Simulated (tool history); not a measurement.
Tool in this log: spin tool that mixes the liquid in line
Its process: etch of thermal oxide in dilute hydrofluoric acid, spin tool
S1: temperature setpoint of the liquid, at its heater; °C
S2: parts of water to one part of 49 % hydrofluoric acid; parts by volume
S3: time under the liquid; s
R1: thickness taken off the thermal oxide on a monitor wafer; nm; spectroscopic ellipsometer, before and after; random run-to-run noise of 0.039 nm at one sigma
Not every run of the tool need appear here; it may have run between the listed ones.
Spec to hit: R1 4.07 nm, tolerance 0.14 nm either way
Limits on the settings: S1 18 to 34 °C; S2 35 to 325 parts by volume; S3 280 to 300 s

Run 1, hour 0: S1 26 °C, S2 180 parts by volume, S3 280 s. Result: R1 6.5638 nm.
Run 2, hour 1.7: S1 24.5 °C, S2 185 parts by volume, S3 280 s. Result: R1 5.9935 nm.
Run 3, hour 2.7: S1 25.5 °C, S2 185 parts by volume, S3 280 s. Result: R1 6.1024 nm.
Run 4, hour 10.5: S1 24 °C, S2 190 parts by volume, S3 280 s. Result: R1 5.6836 nm.
Run 5, hour 13.4: S1 23 °C, S2 195 parts by volume, S3 280 s. Result: R1 5.2786 nm.
Run 6, hour 16.8: S1 22 °C, S2 200 parts by volume, S3 280 s. Result: R1 4.9123 nm.
Run 7, hour 19.9: S1 21.5 °C, S2 200 parts by volume, S3 280 s. Result: R1 4.9199 nm.
Run 8, hour 23.2: S1 21 °C, S2 205 parts by volume, S3 280 s. Result: R1 4.6285 nm.
Run 9, hour 24: S1 20.5 °C, S2 205 parts by volume, S3 280 s. Result: R1 4.6012 nm.
Run 10, hour 25.8: S1 20 °C, S2 205 parts by volume, S3 280 s. Result: R1 4.4271 nm.
Run 11, hour 34.5: S1 20 °C, S2 205 parts by volume, S3 280 s. Result: R1 4.4348 nm.
Run 12, hour 36.9: S1 20 °C, S2 205 parts by volume, S3 280 s. Result: R1 4.3989 nm.
Run 13, hour 40.8: S1 19.5 °C, S2 205 parts by volume, S3 280 s. Result: R1 4.3516 nm.

Which single option among these 5 for the next run brings every result within its allowed miss of target? Just one does.
Run A, hour 44.7: S1 18 °C, S2 235 parts by volume, S3 300 s. Result: R1 ?.
Run B, hour 44.7: S1 18.5 °C, S2 240 parts by volume, S3 295 s. Result: R1 ?.
Run C, hour 44.7: S1 20.5 °C, S2 235 parts by volume, S3 295 s. Result: R1 ?.
Run D, hour 44.7: S1 20 °C, S2 250 parts by volume, S3 300 s. Result: R1 ?.
Run E, hour 44.7: S1 18.5 °C, S2 225 parts by volume, S3 280 s. Result: R1 ?.

move      R1
   A  3.7864
   B  3.6998
   C   4.096
   D  3.7885
   E  3.7977
A: takes the result that was furthest off past its target
B: takes the result that was furthest off past its target
C: meets every target
D: takes the result that was furthest off past its target
E: takes the result that was furthest off past its target
Go with C: it meets all targets.
